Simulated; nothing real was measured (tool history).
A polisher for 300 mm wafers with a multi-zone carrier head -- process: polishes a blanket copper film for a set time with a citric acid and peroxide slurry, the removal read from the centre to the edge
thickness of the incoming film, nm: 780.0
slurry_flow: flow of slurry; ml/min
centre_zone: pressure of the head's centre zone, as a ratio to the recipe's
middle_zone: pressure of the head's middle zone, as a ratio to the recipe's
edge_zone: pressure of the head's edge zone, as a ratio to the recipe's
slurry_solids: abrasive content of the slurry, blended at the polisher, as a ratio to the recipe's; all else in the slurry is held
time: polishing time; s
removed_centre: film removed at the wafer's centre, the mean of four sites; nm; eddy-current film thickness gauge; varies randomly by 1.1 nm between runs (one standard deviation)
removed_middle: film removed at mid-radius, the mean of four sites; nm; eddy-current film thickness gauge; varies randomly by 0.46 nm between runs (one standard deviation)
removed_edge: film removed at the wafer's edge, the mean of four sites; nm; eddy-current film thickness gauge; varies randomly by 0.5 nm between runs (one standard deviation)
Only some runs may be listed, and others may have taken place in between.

run 1 hour=0.0 | slurry_flow=160 centre_zone=1.00 middle_zone=1.00 edge_zone=1.00 slurry_solids=1.00 time=47 | removed_centre=117.350 removed_middle=116.110 removed_edge=119.310
run 2 hour=7.5 | slurry_flow=160 centre_zone=1.00 middle_zone=1.00 edge_zone=1.00 slurry_solids=1.00 time=41 | removed_centre=103.950 removed_middle=101.480 removed_edge=103.010
run 3 hour=9.4 | slurry_flow=155 centre_zone=0.99 middle_zone=0.98 edge_zone=0.97 slurry_solids=0.90 time=41 | removed_centre=94.015 removed_middle=97.053 removed_edge=99.418
run 4 hour=15.2 | slurry_flow=155 centre_zone=0.99 middle_zone=0.98 edge_zone=1.02 slurry_solids=0.90 time=41 | removed_centre=96.612 removed_middle=97.159 removed_edge=101.280
run 5 hour=19.2 | slurry_flow=155 centre_zone=0.99 middle_zone=0.98 edge_zone=1.02 slurry_solids=0.75 time=41 | removed_centre=90.058 removed_middle=92.261 removed_edge=95.313
run 6 hour=27.1 | slurry_flow=155 centre_zone=0.99 middle_zone=0.98 edge_zone=1.02 slurry_solids=0.60 time=41 | removed_centre=85.931 removed_middle=87.255 removed_edge=91.903
run 7 hour=28.8 | slurry_flow=150 centre_zone=1.01 middle_zone=0.97 edge_zone=0.99 slurry_solids=0.60 time=41 | removed_centre=88.283 removed_middle=86.142 removed_edge=88.972
run 8 hour=30.5 | slurry_flow=140 centre_zone=1.01 middle_zone=0.95 edge_zone=0.97 slurry_solids=0.60 time=41 | removed_centre=88.590 removed_middle=84.067 removed_edge=86.885
run 9 hour=33.9 | slurry_flow=135 centre_zone=1.00 middle_zone=0.93 edge_zone=0.96 slurry_solids=0.60 time=41 | removed_centre=86.093 removed_middle=81.358 removed_edge=86.033

Run 10, settings as shown, results not yet in. Your forecast:
run 10 hour=40.9 | slurry_flow=130 centre_zone=1.00 middle_zone=0.92 edge_zone=0.95 slurry_solids=0.60 time=41 | removed_centre=? removed_middle=? removed_edge=?

removed_centre: 84.576 nm
removed_middle: 80.262 nm
removed_edge: 85.419 nm
